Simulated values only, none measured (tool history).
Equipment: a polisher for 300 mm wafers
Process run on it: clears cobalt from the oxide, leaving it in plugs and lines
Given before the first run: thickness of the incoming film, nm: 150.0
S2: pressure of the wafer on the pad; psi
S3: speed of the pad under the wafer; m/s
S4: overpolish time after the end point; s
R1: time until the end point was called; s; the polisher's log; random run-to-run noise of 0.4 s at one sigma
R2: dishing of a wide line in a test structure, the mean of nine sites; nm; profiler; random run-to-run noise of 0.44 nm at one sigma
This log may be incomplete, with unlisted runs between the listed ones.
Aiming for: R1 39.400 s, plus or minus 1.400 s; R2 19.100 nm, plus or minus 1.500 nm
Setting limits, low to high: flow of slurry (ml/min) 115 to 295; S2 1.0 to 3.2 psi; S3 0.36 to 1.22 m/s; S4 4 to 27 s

{"run": 1, "hour": 0.0, "flow of slurry (ml/min)": 190, "S2": 2.1, "S3": 0.78, "S4": 14, "R1": 37.866, "R2": 39.074}
{"run": 2, "hour": 5.1, "flow of slurry (ml/min)": 230, "S2": 2.1, "S3": 0.78, "S4": 14, "R1": 37.237, "R2": 40.342}
{"run": 3, "hour": 7.7, "flow of slurry (ml/min)": 230, "S2": 2.1, "S3": 0.78, "S4": 18, "R1": 37.139, "R2": 47.568}
{"run": 4, "hour": 11.0, "flow of slurry (ml/min)": 215, "S2": 2.1, "S3": 0.78, "S4": 16, "R1": 36.999, "R2": 40.723}
{"run": 5, "hour": 11.9, "flow of slurry (ml/min)": 215, "S2": 2.1, "S3": 0.78, "S4": 19, "R1": 37.351, "R2": 47.179}
{"run": 6, "hour": 20.4, "flow of slurry (ml/min)": 215, "S2": 1.9, "S3": 0.78, "S4": 19, "R1": 41.598, "R2": 44.117}
{"run": 7, "hour": 22.0, "flow of slurry (ml/min)": 205, "S2": 1.9, "S3": 0.78, "S4": 17, "R1": 41.212, "R2": 42.005}
{"run": 8, "hour": 26.8, "flow of slurry (ml/min)": 195, "S2": 2.0, "S3": 0.74, "S4": 15, "R1": 42.217, "R2": 37.33}
{"run": 9, "hour": 29.6, "flow of slurry (ml/min)": 185, "S2": 2.1, "S3": 0.72, "S4": 14, "R1": 40.982, "R2": 36.121}
{"run": 10, "hour": 32.6, "flow of slurry (ml/min)": 140, "S2": 2.2, "S3": 0.7, "S4": 8, "R1": 41.628, "R2": 23.541}

Exactly one of the 5 candidate moves below puts every result within its allowed miss. Which one?
{"run": "A", "hour": 35.6, "flow of slurry (ml/min)": 155, "S2": 2.0, "S3": 0.8, "S4": 6, "R1": "?", "R2": "?"}
{"run": "B", "hour": 35.6, "flow of slurry (ml/min)": 150, "S2": 2.3, "S3": 0.74, "S4": 7, "R1": "?", "R2": "?"}
{"run": "C", "hour": 35.6, "flow of slurry (ml/min)": 135, "S2": 2.2, "S3": 0.7, "S4": 10, "R1": "?", "R2": "?"}
{"run": "D", "hour": 35.6, "flow of slurry (ml/min)": 160, "S2": 3.0, "S3": 0.54, "S4": 9, "R1": "?", "R2": "?"}
{"run": "E", "hour": 35.6, "flow of slurry (ml/min)": 125, "S2": 2.0, "S3": 0.72, "S4": 10, "R1": "?", "R2": "?"}

move=A R1=39.942 R2=18.715
move=B R1=37.773 R2=22.434
move=C R1=42.208 R2=27.527
move=D R1=39.155 R2=26.852
move=E R1=45.538 R2=25.876
A: each result inside its tolerance
B: nearer the targets than the last run, but a result is still out of spec
C: further off than the last run
D: further off than the last run
E: further off than the last run
Go with A: it meets all targets.
